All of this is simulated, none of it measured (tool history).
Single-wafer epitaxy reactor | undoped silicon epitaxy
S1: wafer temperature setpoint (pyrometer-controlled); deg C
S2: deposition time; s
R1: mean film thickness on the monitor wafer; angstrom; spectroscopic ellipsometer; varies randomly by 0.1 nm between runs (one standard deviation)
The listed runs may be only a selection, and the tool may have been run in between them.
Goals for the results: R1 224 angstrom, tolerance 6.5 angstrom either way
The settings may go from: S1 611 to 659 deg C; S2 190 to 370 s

{"run": 1, "hour": 0.0, "S1": 635, "S2": 280, "R1": 360.01}
{"run": 2, "hour": 2.8, "S1": 630, "S2": 280, "R1": 322.51}
{"run": 3, "hour": 9.5, "S1": 627, "S2": 279, "R1": 302}
{"run": 4, "hour": 12.2, "S1": 633, "S2": 279, "R1": 341.29}
{"run": 5, "hour": 19.5, "S1": 626, "S2": 279, "R1": 293.33}
{"run": 6, "hour": 24.7, "S1": 630, "S2": 279, "R1": 320.95}
{"run": 7, "hour": 25.6, "S1": 627, "S2": 278, "R1": 299.92}
{"run": 8, "hour": 31.0, "S1": 624, "S2": 277, "R1": 279.77}
{"run": 9, "hour": 33.7, "S1": 622, "S2": 277, "R1": 268.7}
{"run": 10, "hour": 42.8, "S1": 620, "S2": 277, "R1": 254.28}
{"run": 11, "hour": 50.1, "S1": 619, "S2": 277, "R1": 250.09}

Consider the 4 candidate settings below. Which is the only one whose results all fall within their allowed miss of target?
{"run": "A", "hour": 57.4, "S1": 611, "S2": 277, "R1": "?"}
{"run": "B", "hour": 57.4, "S1": 616, "S2": 279, "R1": "?"}
{"run": "C", "hour": 57.4, "S1": 612, "S2": 287, "R1": "?"}
{"run": "D", "hour": 57.4, "S1": 616, "S2": 283, "R1": "?"}

move=A R1=210
move=B R1=236.47
move=C R1=222.51
move=D R1=239.86
A: takes the result that was furthest off past its target
B: closes in on the targets versus the last run, not all within tolerance yet
C: every result within its allowed miss
D: closes in on the targets versus the last run, not all within tolerance yet
Go with C: it meets all targets.
